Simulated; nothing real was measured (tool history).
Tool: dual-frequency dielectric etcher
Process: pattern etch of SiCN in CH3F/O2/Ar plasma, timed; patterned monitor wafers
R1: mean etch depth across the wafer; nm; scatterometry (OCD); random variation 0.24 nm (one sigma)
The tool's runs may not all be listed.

run 1 day=0.000 | source_power_(W)=530 bias_power_(W)=105 etch_time_(s)=97.5 | R1=49.609
run 2 day=0.108 | source_power_(W)=530 bias_power_(W)=91 etch_time_(s)=97.5 | R1=47.400
run 3 day=0.146 | source_power_(W)=530 bias_power_(W)=108 etch_time_(s)=97.5 | R1=50.404
run 4 day=0.496 | source_power_(W)=560 bias_power_(W)=111 etch_time_(s)=97.5 | R1=51.501
run 5 day=0.796 | source_power_(W)=480 bias_power_(W)=111 etch_time_(s)=97.5 | R1=49.315
run 6 day=1.162 | source_power_(W)=510 bias_power_(W)=115 etch_time_(s)=98.0 | R1=51.270
run 7 day=1.400 | source_power_(W)=540 bias_power_(W)=118 etch_time_(s)=98.5 | R1=52.640

The next listed run, before its measurement:
run 8 day=1.462 | source_power_(W)=560 bias_power_(W)=121 etch_time_(s)=99.0 | R1=?

{"run 8": {"R1": 53.824}}
